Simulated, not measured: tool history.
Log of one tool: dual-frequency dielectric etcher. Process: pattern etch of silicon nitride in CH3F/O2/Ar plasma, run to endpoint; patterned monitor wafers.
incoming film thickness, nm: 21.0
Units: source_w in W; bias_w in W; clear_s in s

{"run": 1, "day": 0.0, "source_w": 320, "bias_w": 55, "clear_s": 33.82}
{"run": 2, "day": 0.146, "source_w": 320, "bias_w": 50, "clear_s": 35.927}
{"run": 3, "day": 0.271, "source_w": 340, "bias_w": 50, "clear_s": 34.48}
{"run": 4, "day": 0.646, "source_w": 390, "bias_w": 50, "clear_s": 32.705}
{"run": 5, "day": 0.688, "source_w": 390, "bias_w": 60, "clear_s": 29.475}
{"run": 6, "day": 0.804, "source_w": 390, "bias_w": 63, "clear_s": 28.734}
{"run": 7, "day": 1.05, "source_w": 330, "bias_w": 52, "clear_s": 34.762}
{"run": 8, "day": 1.408, "source_w": 310, "bias_w": 51, "clear_s": 36.106}
{"run": 9, "day": 1.454, "source_w": 300, "bias_w": 51, "clear_s": 36.73}
{"run": 10, "day": 1.496, "source_w": 290, "bias_w": 51, "clear_s": 37.356}

The next listed run, before its measurement:
{"run": 11, "day": 1.8, "source_w": 280, "bias_w": 51, "clear_s": "?"}

clear_s: 37.940 s
